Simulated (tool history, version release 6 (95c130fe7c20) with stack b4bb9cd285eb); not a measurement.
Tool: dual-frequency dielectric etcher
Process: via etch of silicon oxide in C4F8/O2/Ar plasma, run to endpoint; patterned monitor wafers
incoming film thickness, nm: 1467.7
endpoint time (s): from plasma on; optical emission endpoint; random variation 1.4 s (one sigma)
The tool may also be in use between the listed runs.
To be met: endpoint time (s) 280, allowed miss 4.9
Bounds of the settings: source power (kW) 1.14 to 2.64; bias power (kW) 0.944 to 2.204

run 1 hour=0 | source_power_(kW)=1.89 bias_power_(kW)=1.574 | endpoint_time_(s)=336.98
run 2 hour=5.4 | source_power_(kW)=1.99 bias_power_(kW)=1.604 | endpoint_time_(s)=325.25
run 3 hour=10.7 | source_power_(kW)=2.07 bias_power_(kW)=1.614 | endpoint_time_(s)=316.04
run 4 hour=18.3 | source_power_(kW)=2.13 bias_power_(kW)=1.62 | endpoint_time_(s)=312.4
run 5 hour=23.8 | source_power_(kW)=2.35 bias_power_(kW)=1.62 | endpoint_time_(s)=292.38
run 6 hour=27.5 | source_power_(kW)=2.64 bias_power_(kW)=1.62 | endpoint_time_(s)=274.85
run 7 hour=35.7 | source_power_(kW)=2.63 bias_power_(kW)=1.619 | endpoint_time_(s)=272.83
run 8 hour=40.2 | source_power_(kW)=2.62 bias_power_(kW)=1.617 | endpoint_time_(s)=273.92
run 9 hour=45.9 | source_power_(kW)=2.61 bias_power_(kW)=1.616 | endpoint_time_(s)=276.78

Which of these 5 next moves meets every target?
run A hour=51.6 | source_power_(kW)=2.56 bias_power_(kW)=1.786 | endpoint_time_(s)=?
run B hour=51.6 | source_power_(kW)=2.64 bias_power_(kW)=1.65 | endpoint_time_(s)=?
run C hour=51.6 | source_power_(kW)=2.64 bias_power_(kW)=1.286 | endpoint_time_(s)=?
run D hour=51.6 | source_power_(kW)=2.64 bias_power_(kW)=1.333 | endpoint_time_(s)=?
run E hour=51.6 | source_power_(kW)=2.55 bias_power_(kW)=1.586 | endpoint_time_(s)=?

move=A endpoint_time_(s)=271.04
move=B endpoint_time_(s)=273.37
move=C endpoint_time_(s)=296.09
move=D endpoint_time_(s)=292.73
move=E endpoint_time_(s)=282.33
A: further off than the last run
B: further off than the last run
C: takes the result that was furthest off past its target
D: takes the result that was furthest off past its target
E: meets every target
The right move is E.
